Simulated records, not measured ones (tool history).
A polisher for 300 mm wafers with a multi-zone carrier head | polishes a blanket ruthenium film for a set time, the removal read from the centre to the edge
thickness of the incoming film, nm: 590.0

run    day  flow of slurry (ml/min)  pressure of the head's centre zone  pressure of the head's middle zone  pressure of the head's edge zone  polishing time (s)  film removed at the wafer's centre (nm)  film removed at mid-radius (nm)  film removed at the wafer's edge (nm)
  1      0                      310                                   1                                   1                                 1                  35                                   50.993                           50.888                                 47.657
  2  0.312                      310                                   1                                1.06                                 1                  35                                   49.838                           52.488                                 47.941
  3  0.346                      310                                0.99                                1.05                              0.99                  33                                   46.251                            48.32                                 45.182
  4  0.483                      310                                0.99                                1.06                              0.97                  31                                   44.712                           48.023                                 41.414
     0.821  -- edge zone pressure recalibrated
  5  0.821                      310                                0.99                                1.06                              1.04                  31                                   44.082                           45.512                                 44.239
  6  0.892                      310                                0.99                                1.06                              1.01                  31                                   44.018                           47.067                                  43.05

The next listed run, before its measurement:
  7  0.946                      310                                0.98                                1.04                                 1                  29                                        ?                                ?                                      ?

{"run 7": {"film removed at the wafer's centre (nm)": 41.081, "film removed at mid-radius (nm)": 42.988, "film removed at the wafer's edge (nm)": 40.96}}
